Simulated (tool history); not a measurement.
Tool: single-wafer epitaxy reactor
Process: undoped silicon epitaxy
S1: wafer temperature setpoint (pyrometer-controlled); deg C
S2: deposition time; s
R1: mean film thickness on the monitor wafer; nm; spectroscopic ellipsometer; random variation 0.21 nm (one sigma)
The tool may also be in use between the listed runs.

run 1 hour=0.0 | S1=655 S2=447 | R1=87.383
run 2 hour=5.9 | S1=661 S2=447 | R1=97.827
run 3 hour=9.7 | S1=661 S2=388 | R1=84.547
run 4 hour=12.7 | S1=653 S2=387 | R1=73.083
run 5 hour=19.9 | S1=647 S2=386 | R1=65.128
run 6 hour=23.0 | S1=643 S2=386 | R1=60.144
run 7 hour=28.6 | S1=640 S2=386 | R1=56.827
run 8 hour=34.1 | S1=638 S2=386 | R1=54.990
run 9 hour=36.5 | S1=637 S2=386 | R1=53.473
run 10 hour=39.8 | S1=636 S2=386 | R1=52.124

The next listed run, before its measurement:
run 11 hour=43.4 | S1=635 S2=386 | R1=?

Run 11 gave R1 51.645 nm.

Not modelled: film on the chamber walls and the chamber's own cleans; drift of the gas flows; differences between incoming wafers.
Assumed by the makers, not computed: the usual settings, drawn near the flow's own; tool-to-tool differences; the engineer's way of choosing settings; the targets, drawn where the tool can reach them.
